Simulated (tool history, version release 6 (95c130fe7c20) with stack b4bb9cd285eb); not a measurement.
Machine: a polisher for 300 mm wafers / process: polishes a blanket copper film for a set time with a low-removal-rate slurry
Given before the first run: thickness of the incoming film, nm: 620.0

| run | hour | flow of slurry (ml/min) | pressure of the wafer on the pad (psi) | speed of the pad under the wafer (cm/s) | abrasive content of the slurry | polishing time (s) | film removed (Å) |
|---|---|---|---|---|---|---|---|
| 1 | 0 | 145 | 2.1 | 112 | 1 | 17 | 339.75 |
| 2 | 5.8 | 145 | 2.1 | 112 | 1 | 17 | 340.38 |
| 3 | 13.9 | 145 | 2.1 | 112 | 0.9 | 17 | 336.46 |
| 4 | 22.4 | 140 | 2 | 112 | 0.9 | 17 | 314.14 |
| 5 | 28 | 140 | 2 | 112 | 0.9 | 17 | 314.4 |
| 6 | 31.5 | 135 | 2 | 112 | 0.9 | 17 | 314.86 |

What does the tool deliver on the next run?
| 7 | 36 | 135 | 1.9 | 112 | 0.9 | 17 | ? |

{"run 7": {"film removed (Å)": 299.93}}

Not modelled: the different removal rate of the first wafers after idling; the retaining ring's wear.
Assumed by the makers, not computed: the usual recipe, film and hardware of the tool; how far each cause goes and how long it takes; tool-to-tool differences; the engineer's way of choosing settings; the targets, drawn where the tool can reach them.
